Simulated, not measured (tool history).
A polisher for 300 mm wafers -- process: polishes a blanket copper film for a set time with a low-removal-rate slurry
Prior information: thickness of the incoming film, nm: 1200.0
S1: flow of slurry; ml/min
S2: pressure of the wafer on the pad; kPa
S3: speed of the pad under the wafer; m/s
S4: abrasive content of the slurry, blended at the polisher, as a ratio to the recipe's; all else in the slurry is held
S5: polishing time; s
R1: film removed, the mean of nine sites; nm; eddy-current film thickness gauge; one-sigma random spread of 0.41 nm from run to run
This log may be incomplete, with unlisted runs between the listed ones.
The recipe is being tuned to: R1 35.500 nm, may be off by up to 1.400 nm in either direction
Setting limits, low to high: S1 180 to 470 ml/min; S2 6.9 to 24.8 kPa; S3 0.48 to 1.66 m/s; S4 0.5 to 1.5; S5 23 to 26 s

{"run": 1, "day": 0.0, "S1": 300, "S2": 15.9, "S3": 1.06, "S4": 1.0, "S5": 26, "R1": 68.012}
{"run": 2, "day": 0.3, "S1": 270, "S2": 15.9, "S3": 1.06, "S4": 1.0, "S5": 26, "R1": 69.122}
{"run": 3, "day": 0.338, "S1": 230, "S2": 15.9, "S3": 1.06, "S4": 1.0, "S5": 26, "R1": 68.317}
{"run": 4, "day": 0.608, "S1": 230, "S2": 18.6, "S3": 1.06, "S4": 1.0, "S5": 26, "R1": 76.596}
{"run": 5, "day": 0.708, "S1": 230, "S2": 15.9, "S3": 1.0, "S4": 1.0, "S5": 26, "R1": 64.069}
{"run": 6, "day": 0.958, "S1": 230, "S2": 13.8, "S3": 0.96, "S4": 1.0, "S5": 26, "R1": 54.705}
{"run": 7, "day": 1.292, "S1": 230, "S2": 12.4, "S3": 0.94, "S4": 1.0, "S5": 26, "R1": 49.675}
{"day": 1.658, "done": "worn pad replaced by a new one"}
{"run": 8, "day": 1.658, "S1": 230, "S2": 11.0, "S3": 0.92, "S4": 1.0, "S5": 26, "R1": 49.199}
{"run": 9, "day": 1.704, "S1": 230, "S2": 10.3, "S3": 0.88, "S4": 1.0, "S5": 26, "R1": 44.973}

Which one of the following 4 next-run settings gets every result inside its allowed miss? There is exactly one.
{"run": "A", "day": 1.75, "S1": 350, "S2": 11.7, "S3": 1.22, "S4": 0.9, "S5": 26, "R1": "?"}
{"run": "B", "day": 1.75, "S1": 220, "S2": 9.0, "S3": 0.9, "S4": 1.0, "S5": 26, "R1": "?"}
{"run": "C", "day": 1.75, "S1": 190, "S2": 11.0, "S3": 1.18, "S4": 1.1, "S5": 26, "R1": "?"}
{"run": "D", "day": 1.75, "S1": 225, "S2": 9.7, "S3": 0.82, "S4": 1.0, "S5": 23, "R1": "?"}

move=A R1=64.719
move=B R1=39.994
move=C R1=60.213
move=D R1=34.791
A: moves away from the targets compared with the last run
B: moves toward the targets from the last run without getting all of them in spec
C: moves away from the targets compared with the last run
D: every result lands within tolerance
D is the move that brings every result within its allowed miss.
